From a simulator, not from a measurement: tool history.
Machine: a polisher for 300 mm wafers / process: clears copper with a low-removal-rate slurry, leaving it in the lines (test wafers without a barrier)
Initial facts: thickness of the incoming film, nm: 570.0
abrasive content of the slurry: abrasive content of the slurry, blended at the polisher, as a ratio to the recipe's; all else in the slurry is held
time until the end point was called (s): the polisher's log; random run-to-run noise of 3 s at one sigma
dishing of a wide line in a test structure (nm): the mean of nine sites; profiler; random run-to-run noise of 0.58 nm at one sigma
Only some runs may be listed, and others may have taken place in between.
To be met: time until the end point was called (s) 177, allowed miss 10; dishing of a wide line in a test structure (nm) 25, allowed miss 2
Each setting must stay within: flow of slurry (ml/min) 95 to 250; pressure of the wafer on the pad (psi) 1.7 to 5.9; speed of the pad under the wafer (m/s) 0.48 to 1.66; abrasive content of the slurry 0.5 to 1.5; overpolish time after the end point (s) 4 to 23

run,day,flow of slurry (ml/min),pressure of the wafer on the pad (psi),speed of the pad under the wafer (m/s),abrasive content of the slurry,overpolish time after the end point (s),time until the end point was called (s),dishing of a wide line in a test structure (nm)
1,0,160,3.8,1.06,1,12,122.48,30.168
2,0.071,185,3.8,1.06,1,12,125.29,30.556
3,0.317,185,3.6,1.06,1,12,125.79,29.039
4,0.658,185,4.5,1.06,1,12,115.77,35.025
5,0.746,185,4.2,1.02,1,13,119.57,33.15
6,0.904,185,4.2,1.2,1,13,106.43,36.259
7,1.125,185,3.9,1.14,1,13,113.76,33.594
8,1.188,185,3.6,1.08,1,14,127.02,34.995
9,1.392,185,3.4,1.06,1,14,136.86,32.711

Exactly one of the 4 candidate moves below puts every result within its allowed miss. Which one?
A,1.596,195,2.9,0.9,0.85,13,?,?
B,1.596,180,3.9,1.26,0.9,7,?,?
C,1.596,200,5.2,1,1.1,7,?,?
D,1.596,250,3.9,1.5,1.1,10,?,?

move,time until the end point was called (s),dishing of a wide line in a test structure (nm)
A,174.98,25.652
B,110.06,22.899
C,101.47,24.644
D,88.373,35.263
A: every result within its allowed miss
B: moves away from the targets compared with the last run
C: moves away from the targets compared with the last run
D: moves away from the targets compared with the last run
The move that meets every target is A.
